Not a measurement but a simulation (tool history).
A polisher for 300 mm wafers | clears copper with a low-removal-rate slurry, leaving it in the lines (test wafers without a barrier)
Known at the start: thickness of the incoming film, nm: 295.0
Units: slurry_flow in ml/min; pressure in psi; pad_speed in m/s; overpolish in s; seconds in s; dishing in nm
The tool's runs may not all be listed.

{"run": 1, "hour": 0.0, "slurry_flow": 245, "pressure": 2.5, "pad_speed": 1.16, "slurry_solids": 1.0, "overpolish": 29, "seconds": 89.502, "dishing": 62.675}
{"run": 2, "hour": 6.8, "slurry_flow": 245, "pressure": 2.5, "pad_speed": 1.42, "slurry_solids": 1.0, "overpolish": 29, "seconds": 74.245, "dishing": 71.728}
{"run": 3, "hour": 13.0, "slurry_flow": 245, "pressure": 2.2, "pad_speed": 1.42, "slurry_solids": 1.0, "overpolish": 27, "seconds": 82.53, "dishing": 61.178}
{"run": 4, "hour": 18.8, "slurry_flow": 245, "pressure": 2.2, "pad_speed": 1.42, "slurry_solids": 1.0, "overpolish": 15, "seconds": 84.207, "dishing": 36.805}
{"run": 5, "hour": 22.3, "slurry_flow": 245, "pressure": 2.2, "pad_speed": 1.58, "slurry_solids": 1.0, "overpolish": 15, "seconds": 74.8, "dishing": 39.92}
{"run": 6, "hour": 31.1, "slurry_flow": 245, "pressure": 2.6, "pad_speed": 1.58, "slurry_solids": 1.0, "overpolish": 15, "seconds": 65.57, "dishing": 46.574}
{"run": 7, "hour": 33.4, "slurry_flow": 245, "pressure": 2.2, "pad_speed": 1.52, "slurry_solids": 1.0, "overpolish": 18, "seconds": 79.479, "dishing": 45.398}
{"run": 8, "hour": 38.8, "slurry_flow": 245, "pressure": 1.9, "pad_speed": 1.52, "slurry_solids": 1.0, "overpolish": 19, "seconds": 88.708, "dishing": 42.647}
{"run": 9, "hour": 40.2, "slurry_flow": 245, "pressure": 1.7, "pad_speed": 1.52, "slurry_solids": 1.0, "overpolish": 20, "seconds": 100.23, "dishing": 38.857}

The next listed run, before its measurement:
{"run": 10, "hour": 42.8, "slurry_flow": 245, "pressure": 1.6, "pad_speed": 1.52, "slurry_solids": 1.0, "overpolish": 21, "seconds": "?", "dishing": "?"}

{"run 10": {"seconds": 105.61, "dishing": 38.313}}
